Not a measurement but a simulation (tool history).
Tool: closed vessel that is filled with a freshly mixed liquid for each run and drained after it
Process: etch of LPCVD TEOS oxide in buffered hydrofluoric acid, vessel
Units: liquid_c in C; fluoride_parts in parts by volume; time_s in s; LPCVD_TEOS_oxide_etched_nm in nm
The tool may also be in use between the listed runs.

{"run": 1, "day": 0.0, "liquid_c": 22, "fluoride_parts": 15.5, "time_s": 105, "LPCVD_TEOS_oxide_etched_nm": 144.14}
{"run": 2, "day": 0.15, "liquid_c": 23.5, "fluoride_parts": 14.5, "time_s": 105, "LPCVD_TEOS_oxide_etched_nm": 169.28}
{"run": 3, "day": 0.183, "liquid_c": 23.5, "fluoride_parts": 18, "time_s": 105, "LPCVD_TEOS_oxide_etched_nm": 135.77}
{"run": 4, "day": 0.221, "liquid_c": 24.5, "fluoride_parts": 17, "time_s": 105, "LPCVD_TEOS_oxide_etched_nm": 152.55}
{"run": 5, "day": 0.458, "liquid_c": 25.5, "fluoride_parts": 16, "time_s": 105, "LPCVD_TEOS_oxide_etched_nm": 169.66}
{"run": 6, "day": 0.746, "liquid_c": 25.5, "fluoride_parts": 16, "time_s": 110, "LPCVD_TEOS_oxide_etched_nm": 176.4}
{"run": 7, "day": 1.017, "liquid_c": 29.5, "fluoride_parts": 11, "time_s": 110, "LPCVD_TEOS_oxide_etched_nm": 320.74}

Run 8 comes next. What will it give?
{"run": 8, "day": 1.329, "liquid_c": 29, "fluoride_parts": 11, "time_s": 110, "LPCVD_TEOS_oxide_etched_nm": "?"}

Run 8 gave LPCVD_TEOS_oxide_etched_nm 310.25 nm.
